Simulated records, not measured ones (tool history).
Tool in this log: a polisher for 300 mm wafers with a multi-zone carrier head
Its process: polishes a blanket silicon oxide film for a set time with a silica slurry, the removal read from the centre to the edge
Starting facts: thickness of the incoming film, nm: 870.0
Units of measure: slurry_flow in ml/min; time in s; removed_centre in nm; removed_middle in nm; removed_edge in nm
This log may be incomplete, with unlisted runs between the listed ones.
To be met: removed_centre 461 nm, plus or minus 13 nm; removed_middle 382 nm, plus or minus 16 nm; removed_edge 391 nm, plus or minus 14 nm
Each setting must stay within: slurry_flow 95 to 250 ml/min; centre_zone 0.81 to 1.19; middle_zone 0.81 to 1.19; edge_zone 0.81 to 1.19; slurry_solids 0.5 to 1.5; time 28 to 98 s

Run 1, day 0: slurry_flow 160 ml/min, centre_zone 1, middle_zone 1, edge_zone 1, slurry_solids 1, time 63 s. Result: removed_centre 254.68 nm, removed_middle 259.2 nm, removed_edge 259.23 nm.
Run 2, day 0.2: slurry_flow 180 ml/min, centre_zone 1.07, middle_zone 1, edge_zone 1.03, slurry_solids 1.15, time 65 s. Result: removed_centre 308.16 nm, removed_middle 291.17 nm, removed_edge 290.41 nm.
Run 3, day 0.571: slurry_flow 210 ml/min, centre_zone 1.07, middle_zone 1, edge_zone 1.03, slurry_solids 1.15, time 65 s. Result: removed_centre 316.53 nm, removed_middle 291.02 nm, removed_edge 299.21 nm.
Run 4, day 0.8: slurry_flow 210 ml/min, centre_zone 1.15, middle_zone 1, edge_zone 1.03, slurry_solids 1.15, time 65 s. Result: removed_centre 336.29 nm, removed_middle 302.76 nm, removed_edge 299.2 nm.
Run 5, day 1.121: slurry_flow 210 ml/min, centre_zone 1.15, middle_zone 0.92, edge_zone 1.03, slurry_solids 1.15, time 65 s. Result: removed_centre 338.95 nm, removed_middle 282.06 nm, removed_edge 292.92 nm.
Run 6, day 1.183: slurry_flow 210 ml/min, centre_zone 1.15, middle_zone 0.92, edge_zone 1.11, slurry_solids 1.15, time 65 s. Result: removed_centre 340.02 nm, removed_middle 275.25 nm, removed_edge 314.94 nm.
Run 7, day 1.467: slurry_flow 220 ml/min, centre_zone 1.16, middle_zone 0.94, edge_zone 1.09, slurry_solids 1.25, time 67 s. Result: removed_centre 363.39 nm, removed_middle 298.61 nm, removed_edge 332.02 nm.
Run 8, day 1.517: slurry_flow 225 ml/min, centre_zone 1.17, middle_zone 0.95, edge_zone 1.06, slurry_solids 1.35, time 70 s. Result: removed_centre 400.33 nm, removed_middle 327.52 nm, removed_edge 345.04 nm.
At day 1.812: edge zone pressure recalibrated.
Run 9, day 1.812: slurry_flow 225 ml/min, centre_zone 1.17, middle_zone 0.95, edge_zone 1.06, slurry_solids 1.35, time 70 s. Result: removed_centre 395.58 nm, removed_middle 334.19 nm, removed_edge 337.81 nm.
Run 10, day 2.117: slurry_flow 230 ml/min, centre_zone 1.18, middle_zone 0.95, edge_zone 1.07, slurry_solids 1.4, time 72 s. Result: removed_centre 423.91 nm, removed_middle 354.63 nm, removed_edge 360.42 nm.
Run 11, day 2.192: slurry_flow 230 ml/min, centre_zone 1.18, middle_zone 0.95, edge_zone 1.07, slurry_solids 1.4, time 72 s. Result: removed_centre 420.44 nm, removed_middle 344.9 nm, removed_edge 360.87 nm.
Run 12, day 2.225: slurry_flow 245 ml/min, centre_zone 1.19, middle_zone 0.98, edge_zone 1.08, slurry_solids 1.5, time 73 s. Result: removed_centre 443.56 nm, removed_middle 379.82 nm, removed_edge 375.8 nm.

Exercise: of the 5 proposed moves below, exactly one satisfies all targets within the stated allowed misses. Which move is it?
Run A, day 2.258: slurry_flow 215 ml/min, centre_zone 1.19, middle_zone 0.96, edge_zone 1.08, slurry_solids 1.35, time 81 s. Result: removed_centre ?, removed_middle ?, removed_edge ?.
Run B, day 2.258: slurry_flow 250 ml/min, centre_zone 1.18, middle_zone 1.06, edge_zone 1.06, slurry_solids 1.5, time 76 s. Result: removed_centre ?, removed_middle ?, removed_edge ?.
Run C, day 2.258: slurry_flow 225 ml/min, centre_zone 1.18, middle_zone 1.03, edge_zone 1.12, slurry_solids 1.35, time 73 s. Result: removed_centre ?, removed_middle ?, removed_edge ?.
Run D, day 2.258: slurry_flow 230 ml/min, centre_zone 1.17, middle_zone 1.05, edge_zone 1.04, slurry_solids 1.5, time 78 s. Result: removed_centre ?, removed_middle ?, removed_edge ?.
Run E, day 2.258: slurry_flow 245 ml/min, centre_zone 1.18, middle_zone 0.97, edge_zone 1.16, slurry_solids 1.45, time 73 s. Result: removed_centre ?, removed_middle ?, removed_edge ?.

move  removed_centre  removed_middle  removed_edge
   A          465.68             390        399.66
   B          461.41           422.4         392.1
   C           419.4           375.3        367.93
   D          464.28          425.63        395.77
   E          436.19          370.71        388.26
A: hits every target within its allowed miss
B: the worst result of the last run now meets its target, but another is out of spec
C: moves away from the targets compared with the last run
D: the worst result of the last run now meets its target, but another is out of spec
E: moves away from the targets compared with the last run
So the answer is move A, the one that meets all the targets.

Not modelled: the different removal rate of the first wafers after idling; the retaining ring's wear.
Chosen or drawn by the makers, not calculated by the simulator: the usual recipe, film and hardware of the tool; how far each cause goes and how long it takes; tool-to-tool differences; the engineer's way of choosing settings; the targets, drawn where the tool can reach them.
